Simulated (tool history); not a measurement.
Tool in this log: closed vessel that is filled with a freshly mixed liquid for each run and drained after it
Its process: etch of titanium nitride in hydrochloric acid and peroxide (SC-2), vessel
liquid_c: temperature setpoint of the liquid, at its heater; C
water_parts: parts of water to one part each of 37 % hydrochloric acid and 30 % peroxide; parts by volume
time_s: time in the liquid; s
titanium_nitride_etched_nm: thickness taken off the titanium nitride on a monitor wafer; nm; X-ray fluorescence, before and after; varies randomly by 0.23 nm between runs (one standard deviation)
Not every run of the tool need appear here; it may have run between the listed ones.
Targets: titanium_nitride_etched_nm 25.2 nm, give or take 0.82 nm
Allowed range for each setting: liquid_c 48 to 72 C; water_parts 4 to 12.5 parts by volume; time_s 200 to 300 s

run  hour  liquid_c  water_parts  time_s  titanium_nitride_etched_nm
  1     0        64            7     300                      15.761
  2   1.2        64            7     300                      15.678
  3   4.6        64            7     200                      10.374
  4  10.2        64          8.5     200                      9.0616
  5  14.6      66.5          7.5     200                      11.374
  6  19.4      66.5          7.5     300                      17.244
  7  25.5        68          7.5     300                      18.713
  8  29.3        69          7.5     300                      19.997
  9  33.6        70          7.5     300                      20.982
 10  39.7      70.5          7.5     300                      21.846
 11  43.7        71          7.5     300                      22.748

Which of these 4 next moves meets every target?
  A  47.7      71.5          5.5     260                           ?
  B  47.7        72            6     250                           ?
  C  47.7      70.5          5.5     205                           ?
  D  47.7      71.5            5     260                           ?

move  titanium_nitride_etched_nm
   A                       25.64
   B                      23.799
   C                      19.062
   D                      27.471
A: each result inside its tolerance
B: better than the last run, though not everything is in spec
C: its largest miss is bigger than the last run's
D: the result that was furthest off in the last run now lies on the other side of its target
A meets every target.
